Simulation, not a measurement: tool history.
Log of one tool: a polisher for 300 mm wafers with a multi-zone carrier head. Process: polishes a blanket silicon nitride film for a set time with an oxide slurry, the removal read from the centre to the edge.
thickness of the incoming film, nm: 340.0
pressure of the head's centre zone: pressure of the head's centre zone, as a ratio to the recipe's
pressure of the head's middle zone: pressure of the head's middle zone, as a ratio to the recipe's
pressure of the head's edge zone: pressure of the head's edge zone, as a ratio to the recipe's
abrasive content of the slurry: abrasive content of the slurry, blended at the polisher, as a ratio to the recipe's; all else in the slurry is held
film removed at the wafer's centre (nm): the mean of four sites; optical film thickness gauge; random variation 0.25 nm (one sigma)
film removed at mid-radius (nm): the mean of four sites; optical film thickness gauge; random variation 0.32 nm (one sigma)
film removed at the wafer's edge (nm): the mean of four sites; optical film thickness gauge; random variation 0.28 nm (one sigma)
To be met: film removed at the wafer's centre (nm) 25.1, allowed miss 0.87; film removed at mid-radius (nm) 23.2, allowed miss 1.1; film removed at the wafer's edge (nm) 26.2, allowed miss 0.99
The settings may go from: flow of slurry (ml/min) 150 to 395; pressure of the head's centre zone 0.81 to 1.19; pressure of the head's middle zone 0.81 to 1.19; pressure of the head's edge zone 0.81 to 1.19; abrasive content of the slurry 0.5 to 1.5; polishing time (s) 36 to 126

run    day  flow of slurry (ml/min)  pressure of the head's centre zone  pressure of the head's middle zone  pressure of the head's edge zone  abrasive content of the slurry  polishing time (s)  film removed at the wafer's centre (nm)  film removed at mid-radius (nm)  film removed at the wafer's edge (nm)
  1      0                      250                                   1                                   1                                 1                               1                  81                                   37.053                            37.98                                 37.963
  2  0.371                      250                                   1                                   1                                 1                            1.15                  81                                   38.747                           39.985                                 40.721
  3  0.521                      250                                0.92                                   1                                 1                            1.15                  81                                   36.186                           40.641                                 40.817
  4  0.875                      240                                0.92                                0.95                              0.99                            0.95                  78                                   32.177                             35.1                                  36.02
  5  0.933                      235                                0.94                                0.91                              0.99                            0.85                  75                                    30.45                           30.817                                 33.334
  6  1.283                      230                                0.94                                0.89                              0.98                            0.75                  73                                   27.714                           28.641                                 31.384
  7   1.55                      230                                0.97                                0.88                              0.96                             0.7                  72                                   27.974                           26.617                                 29.504
  8  1.621                      225                                0.96                                0.86                              0.94                            0.65                  72                                    26.54                           24.974                                  28.17
  9  1.888                      220                                0.96                                0.85                              0.92                            0.65                  72                                   26.543                           24.948                                 27.953
 10  1.933                      215                                0.96                                0.84                               0.9                            0.65                  72                                   26.768                           24.953                                 27.382

Which of these 4 next moves meets every target?
  A  1.979                      240                                0.99                                0.81                              0.92                            0.65                  75                                        ?                                ?                                      ?
  B  1.979                      230                                0.87                                0.83                                 1                            0.75                  72                                        ?                                ?                                      ?
  C  1.979                      205                                0.93                                 0.9                              0.84                            0.65                  70                                        ?                                ?                                      ?
  D  1.979                      200                                0.98                                0.83                              0.92                             0.6                  70                                        ?                                ?                                      ?

move  film removed at the wafer's centre (nm)  film removed at mid-radius (nm)  film removed at the wafer's edge (nm)
   A                                   28.978                            25.43                                 29.145
   B                                   25.919                           26.257                                 30.692
   C                                   25.112                            25.54                                 25.804
   D                                   25.499                           23.088                                 26.036
A: further off than the last run
B: brings the result that was furthest off to its target, and leaves another outside
C: brings the result that was furthest off to its target, and leaves another outside
D: meets every target
Move D is the one to make.
